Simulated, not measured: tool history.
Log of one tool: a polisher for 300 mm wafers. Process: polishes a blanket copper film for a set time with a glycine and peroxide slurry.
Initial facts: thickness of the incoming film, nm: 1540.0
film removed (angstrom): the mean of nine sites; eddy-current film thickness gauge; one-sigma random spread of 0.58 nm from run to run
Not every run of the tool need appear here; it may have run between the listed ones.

run	hour	flow of slurry (ml/min)	pressure of the wafer on the pad (kPa)	speed of the pad under the wafer (cm/s)	polishing time (s)	film removed (angstrom)
1	0	125	18.6	78	21	993.86
2	6.8	140	18.6	78	21	1002.1
3	15.4	140	17.2	78	21	964.71
4	17.8	170	17.2	78	21	1005.4
5	18.8	170	14.5	78	21	866
6	23	170	14.5	78	19	786.39
7	31.9	170	14.5	78	19	785.33
8	36.7	165	14.5	78	19	782.38
9	40.5	160	14.5	78	19	780.02

For run 10, what comes out?
10	45.5	155	14.5	78	19	?

Run 10 yielded film removed (angstrom) 787.6.
